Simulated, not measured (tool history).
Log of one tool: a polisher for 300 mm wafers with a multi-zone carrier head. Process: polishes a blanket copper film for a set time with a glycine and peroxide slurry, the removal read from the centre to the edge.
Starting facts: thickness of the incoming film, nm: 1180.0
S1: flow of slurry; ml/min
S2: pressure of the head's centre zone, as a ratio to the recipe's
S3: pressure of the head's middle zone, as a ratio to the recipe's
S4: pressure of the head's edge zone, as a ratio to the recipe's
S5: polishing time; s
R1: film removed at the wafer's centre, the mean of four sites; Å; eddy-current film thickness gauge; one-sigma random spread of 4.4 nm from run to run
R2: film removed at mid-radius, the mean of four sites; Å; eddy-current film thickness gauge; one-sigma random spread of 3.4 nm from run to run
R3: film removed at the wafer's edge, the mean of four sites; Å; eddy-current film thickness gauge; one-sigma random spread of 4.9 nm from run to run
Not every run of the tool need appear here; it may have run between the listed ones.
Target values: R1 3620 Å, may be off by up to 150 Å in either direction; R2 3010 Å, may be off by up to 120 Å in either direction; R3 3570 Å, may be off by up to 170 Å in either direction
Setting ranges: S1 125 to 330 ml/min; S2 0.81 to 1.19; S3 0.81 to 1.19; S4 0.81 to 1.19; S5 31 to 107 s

| run | hour | S1 | S2 | S3 | S4 | S5 | R1 | R2 | R3 |
|---|---|---|---|---|---|---|---|---|---|
| 1 | 0 | 210 | 1 | 1 | 1 | 69 | 3812.6 | 3904.4 | 3882.1 |
| 2 | 2.1 | 210 | 0.94 | 1 | 1 | 69 | 3667.7 | 3914.5 | 3738.5 |
| 3 | 4.9 | 175 | 0.94 | 1 | 1 | 69 | 3451.8 | 3739.7 | 3727.4 |
| 4 | 13.1 | 175 | 0.97 | 0.94 | 0.97 | 68 | 3508.2 | 3599.7 | 3568.1 |
| 5 | 21.9 | 175 | 0.97 | 0.94 | 1.02 | 68 | 3535.2 | 3542.4 | 3742.2 |
| 6 | 26.8 | 170 | 1 | 0.9 | 1.02 | 67 | 3597.2 | 3310.6 | 3652.3 |
| 7 | 28.3 | 165 | 1.01 | 0.88 | 1.02 | 67 | 3585.9 | 3275.7 | 3717.4 |
| 8 | 30.1 | 160 | 1.02 | 0.86 | 1.01 | 66 | 3575.8 | 3163.5 | 3534.7 |
| 9 | 33.4 | 160 | 1.03 | 0.85 | 1.02 | 66 | 3520.4 | 3187.1 | 3510.7 |

4 next moves are on the table. One of them brings every result within its allowed miss. Which?
| A | 36.7 | 180 | 1.03 | 0.81 | 1.08 | 58 | ? | ? | ? |
| B | 36.7 | 180 | 1.17 | 0.86 | 0.9 | 62 | ? | ? | ? |
| C | 36.7 | 160 | 1.05 | 0.83 | 1.04 | 65 | ? | ? | ? |
| D | 36.7 | 165 | 1.01 | 0.95 | 0.96 | 62 | ? | ? | ? |

| move | R1 | R2 | R3 |
|---|---|---|---|
| A | 3233.3 | 2711.4 | 3361.5 |
| B | 3931 | 3042.7 | 3290.3 |
| C | 3610.9 | 3037.1 | 3641.8 |
| D | 3335.8 | 3258.7 | 3350.2 |
A: the result that was furthest off in the last run now lies on the other side of its target
B: gets the furthest-off result to its target, but another result is out of tolerance
C: every result within its allowed miss
D: lands further from the targets than the last run did
Go with C: it meets all targets.
